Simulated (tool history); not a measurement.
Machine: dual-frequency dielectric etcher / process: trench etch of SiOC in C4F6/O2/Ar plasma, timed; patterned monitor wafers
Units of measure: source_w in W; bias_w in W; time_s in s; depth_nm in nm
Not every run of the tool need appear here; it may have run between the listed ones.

run 1 hour=0.0 | source_w=460 bias_w=195 time_s=8 | depth_nm=17.006
run 2 hour=4.4 | source_w=420 bias_w=181 time_s=8 | depth_nm=15.778
run 3 hour=12.6 | source_w=390 bias_w=177 time_s=8 | depth_nm=14.798
run 4 hour=18.5 | source_w=390 bias_w=202 time_s=8 | depth_nm=15.380
-- hour=21.5 source power generator calibrated
run 5 hour=21.5 | source_w=390 bias_w=188 time_s=8 | depth_nm=14.581
run 6 hour=28.1 | source_w=390 bias_w=171 time_s=8 | depth_nm=14.288
run 7 hour=35.5 | source_w=380 bias_w=171 time_s=8 | depth_nm=14.178
run 8 hour=36.0 | source_w=370 bias_w=171 time_s=8 | depth_nm=13.872
run 9 hour=40.4 | source_w=320 bias_w=168 time_s=8 | depth_nm=12.214
run 10 hour=47.7 | source_w=330 bias_w=168 time_s=8 | depth_nm=12.619

Expected results for the next run?
run 11 hour=56.5 | source_w=340 bias_w=168 time_s=8 | depth_nm=?

depth_nm: 12.867 nm
